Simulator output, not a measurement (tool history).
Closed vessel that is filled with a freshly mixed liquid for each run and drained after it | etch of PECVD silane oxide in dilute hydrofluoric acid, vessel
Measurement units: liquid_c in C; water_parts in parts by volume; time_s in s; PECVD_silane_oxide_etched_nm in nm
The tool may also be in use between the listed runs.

| run | hour | liquid_c | water_parts | time_s | PECVD_silane_oxide_etched_nm |
|---|---|---|---|---|---|
| 1 | 0.0 | 25.0 | 140 | 30 | 8.9156 |
| 2 | 1.1 | 21.5 | 140 | 30 | 7.5931 |
| 3 | 7.4 | 20.5 | 145 | 30 | 6.9990 |
| 4 | 12.1 | 19.5 | 150 | 30 | 6.4706 |
| 5 | 21.4 | 19.0 | 155 | 30 | 6.1765 |
| 6 | 23.5 | 19.0 | 155 | 30 | 6.1550 |
| 7 | 32.8 | 19.0 | 155 | 30 | 6.2467 |
| 8 | 39.6 | 18.5 | 160 | 30 | 5.8537 |

The next listed run, before its measurement:
| 9 | 46.3 | 18.0 | 160 | 30 | ? |

Run 9 produced PECVD_silane_oxide_etched_nm 5.7640 nm.
